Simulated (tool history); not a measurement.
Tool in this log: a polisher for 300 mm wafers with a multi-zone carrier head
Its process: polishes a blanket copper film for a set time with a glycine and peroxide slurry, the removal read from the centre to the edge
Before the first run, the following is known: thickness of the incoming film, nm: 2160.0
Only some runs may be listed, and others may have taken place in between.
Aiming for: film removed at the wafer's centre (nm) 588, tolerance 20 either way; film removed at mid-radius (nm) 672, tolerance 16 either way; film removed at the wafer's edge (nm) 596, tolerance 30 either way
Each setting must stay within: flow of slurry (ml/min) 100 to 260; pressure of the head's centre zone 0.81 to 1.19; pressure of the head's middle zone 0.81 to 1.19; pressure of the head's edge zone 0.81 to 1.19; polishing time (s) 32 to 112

| run | hour | flow of slurry (ml/min) | pressure of the head's centre zone | pressure of the head's middle zone | pressure of the head's edge zone | polishing time (s) | film removed at the wafer's centre (nm) | film removed at mid-radius (nm) | film removed at the wafer's edge (nm) |
|---|---|---|---|---|---|---|---|---|---|
| 1 | 0 | 165 | 1 | 1 | 1 | 72 | 426.43 | 424.71 | 441.91 |
| 2 | 3.1 | 175 | 1 | 1.02 | 1.01 | 74 | 438.39 | 446.09 | 448.91 |
| 3 | 4.2 | 175 | 1 | 1.04 | 1.02 | 77 | 458.58 | 473.58 | 481.13 |
| 4 | 6.8 | 175 | 1 | 1.04 | 1.02 | 60 | 356.53 | 369.16 | 360 |
| 5 | 14.1 | 175 | 1 | 1.04 | 0.98 | 60 | 359.44 | 368.68 | 362.6 |
| 6 | 14.6 | 175 | 0.95 | 1.04 | 0.98 | 60 | 338.75 | 364.21 | 366.79 |
| 7 | 21.1 | 180 | 0.96 | 1.06 | 0.98 | 64 | 373.01 | 397.07 | 392.24 |
| 8 | 26.3 | 185 | 0.96 | 1.08 | 0.99 | 67 | 391.44 | 421.64 | 406.7 |
| 9 | 28.8 | 185 | 0.96 | 1.09 | 0.99 | 70 | 401.25 | 447.1 | 423.5 |
| 10 | 31.6 | 185 | 0.97 | 1.1 | 0.99 | 73 | 428.41 | 468.17 | 454.76 |
| 11 | 34.7 | 195 | 0.97 | 1.11 | 0.99 | 75 | 442.86 | 494.04 | 474.88 |
| 12 | 37.8 | 205 | 0.98 | 1.12 | 0.98 | 77 | 468.16 | 514.07 | 470.95 |
|  | 39.4 | slurry nozzle cleaned |
| 13 | 39.4 | 205 | 0.98 | 1.13 | 0.99 | 79 | 514.25 | 554.43 | 505.81 |
| 14 | 45.7 | 250 | 0.93 | 1.19 | 1.08 | 82 | 518.69 | 609.87 | 554.58 |
| 15 | 49 | 250 | 0.93 | 1.19 | 1.07 | 83 | 510.47 | 614.26 | 546.13 |

Which of these 5 next moves meets every target?
| A | 52.3 | 250 | 1 | 1.05 | 1.12 | 84 | ? | ? | ? |
| B | 52.3 | 260 | 0.93 | 1.19 | 1.09 | 95 | ? | ? | ? |
| C | 52.3 | 245 | 1.06 | 1 | 1.17 | 90 | ? | ? | ? |
| D | 52.3 | 210 | 0.95 | 0.94 | 1.19 | 89 | ? | ? | ? |
| E | 52.3 | 225 | 0.97 | 1.19 | 1.04 | 91 | ? | ? | ? |

| move | film removed at the wafer's centre (nm) | film removed at mid-radius (nm) | film removed at the wafer's edge (nm) |
|---|---|---|---|
| A | 566.02 | 574.32 | 567.14 |
| B | 598.32 | 711.16 | 636.89 |
| C | 641.3 | 594.04 | 615.85 |
| D | 555.9 | 553.86 | 604.36 |
| E | 586.95 | 669.78 | 593.53 |
A: moves away from the targets compared with the last run
B: brings the result that was furthest off to its target, and leaves another outside
C: moves the result that the last run missed by most past its target, out the other side
D: moves away from the targets compared with the last run
E: each result inside its tolerance
The right move is E.
